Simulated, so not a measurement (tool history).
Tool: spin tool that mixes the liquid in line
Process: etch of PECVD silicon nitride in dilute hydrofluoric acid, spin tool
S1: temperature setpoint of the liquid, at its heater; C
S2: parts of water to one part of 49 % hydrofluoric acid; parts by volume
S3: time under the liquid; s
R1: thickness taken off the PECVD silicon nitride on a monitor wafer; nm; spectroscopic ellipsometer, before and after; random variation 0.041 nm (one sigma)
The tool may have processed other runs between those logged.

run,hour,S1,S2,S3,R1
1,0.0,21.0,75,230,10.1940
2,4.3,20.0,75,230,9.6479
3,7.6,20.0,75,230,9.5930
4,16.5,19.0,85,230,8.0507
5,23.7,18.5,95,230,6.9764
6,32.1,20.5,95,230,7.9029
7,39.0,19.5,105,230,6.6198
8,46.6,19.0,110,230,6.1244
9,55.3,19.0,110,230,6.1984
10,61.5,18.5,115,230,5.7284
11,70.2,18.0,120,230,5.3450

For run 12, what comes out?
12,73.8,17.5,120,230,?

Logged for run 12: R1 5.1674 nm.
